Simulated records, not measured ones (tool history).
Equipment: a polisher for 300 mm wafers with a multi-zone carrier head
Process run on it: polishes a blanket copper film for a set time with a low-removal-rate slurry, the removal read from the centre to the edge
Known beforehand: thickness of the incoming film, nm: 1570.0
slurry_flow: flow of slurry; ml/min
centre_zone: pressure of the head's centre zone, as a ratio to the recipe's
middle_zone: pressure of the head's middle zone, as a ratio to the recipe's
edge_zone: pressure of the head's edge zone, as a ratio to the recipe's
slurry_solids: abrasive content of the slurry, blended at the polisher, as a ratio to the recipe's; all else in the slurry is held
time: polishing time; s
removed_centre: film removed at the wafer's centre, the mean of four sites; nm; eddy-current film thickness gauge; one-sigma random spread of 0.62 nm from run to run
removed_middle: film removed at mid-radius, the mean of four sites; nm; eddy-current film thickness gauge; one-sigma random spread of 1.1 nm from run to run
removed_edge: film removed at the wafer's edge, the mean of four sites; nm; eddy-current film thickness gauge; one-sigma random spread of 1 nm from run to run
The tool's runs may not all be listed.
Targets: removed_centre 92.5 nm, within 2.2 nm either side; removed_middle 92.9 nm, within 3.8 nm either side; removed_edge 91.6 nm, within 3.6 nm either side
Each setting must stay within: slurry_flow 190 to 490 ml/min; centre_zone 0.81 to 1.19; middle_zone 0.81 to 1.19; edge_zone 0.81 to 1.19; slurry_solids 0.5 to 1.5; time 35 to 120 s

run	hour	slurry_flow	centre_zone	middle_zone	edge_zone	slurry_solids	time	removed_centre	removed_middle	removed_edge
1	0	315	1	1	1	1	77	164.77	157.66	164.43
2	3.1	315	0.98	0.99	0.96	0.85	69	140.95	141.22	136.7
3	7.5	305	0.96	0.95	0.95	0.75	64	128.61	122.32	125.32
4	15.3	245	0.96	0.95	0.95	0.75	64	124.44	120.31	124.84
5	19.3	260	0.94	0.94	0.93	0.7	60	114.39	112.85	112.87
6	23	260	0.91	0.91	0.91	0.65	59	108.23	107.16	109.29
7	27.3	270	0.9	0.9	0.89	0.6	57	103.86	103.66	105.23
8	30.3	270	0.9	0.89	0.87	0.55	55	100.99	100.38	101.91
9	36	270	0.9	0.89	0.86	0.55	54	99.051	96.305	99.48
10	39.3	265	0.9	0.9	0.85	0.55	53	97.549	93.412	95.359
11	46.4	255	0.89	0.91	0.85	0.55	53	96.59	94.53	95.516
12	52	250	0.88	0.92	0.84	0.55	53	94.402	96.543	94.907

Below are 5 possible settings for the next run. Only one of them brings all results inside the allowed miss of their targets. Which is it?
A	57.6	275	0.83	0.96	0.85	0.55	54	?	?	?
B	57.6	225	0.91	0.95	0.85	0.8	49	?	?	?
C	57.6	200	1.05	0.97	0.81	0.6	50	?	?	?
D	57.6	375	1.04	1.03	0.81	0.5	47	?	?	?
E	57.6	270	0.82	0.88	0.93	0.6	52	?	?	?

move	removed_centre	removed_middle	removed_edge
A	94.38	102.3	95.337
B	91.593	93.818	88.422
C	97.206	92.347	84.845
D	96.156	94.132	82.426
E	90.791	94.877	95.949
A: the biggest miss grows against the last run
B: each result inside its tolerance
C: brings the result that was furthest off to its target, and leaves another outside
D: brings the result that was furthest off to its target, and leaves another outside
E: brings the result that was furthest off to its target, and leaves another outside
The right move is B.
